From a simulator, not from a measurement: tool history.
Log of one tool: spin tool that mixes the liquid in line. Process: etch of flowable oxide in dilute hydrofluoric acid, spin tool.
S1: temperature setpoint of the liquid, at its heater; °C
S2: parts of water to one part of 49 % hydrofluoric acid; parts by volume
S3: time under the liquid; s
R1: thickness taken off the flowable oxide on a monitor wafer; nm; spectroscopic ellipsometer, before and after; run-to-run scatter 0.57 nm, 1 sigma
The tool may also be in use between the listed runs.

{"run": 1, "hour": 0.0, "S1": 22.0, "S2": 100, "S3": 175, "R1": 42.241}
{"run": 2, "hour": 5.6, "S1": 22.0, "S2": 100, "S3": 175, "R1": 42.309}
{"run": 3, "hour": 13.9, "S1": 22.0, "S2": 65, "S3": 175, "R1": 68.219}
{"run": 4, "hour": 18.1, "S1": 21.5, "S2": 65, "S3": 175, "R1": 66.892}
{"run": 5, "hour": 26.0, "S1": 21.5, "S2": 80, "S3": 175, "R1": 53.287}
{"run": 6, "hour": 27.3, "S1": 22.0, "S2": 80, "S3": 175, "R1": 54.812}
{"run": 7, "hour": 28.9, "S1": 22.5, "S2": 80, "S3": 175, "R1": 55.306}

What will run 8 give?
{"run": 8, "hour": 37.7, "S1": 23.0, "S2": 80, "S3": 175, "R1": "?"}

{"run 8": {"R1": 56.772}}
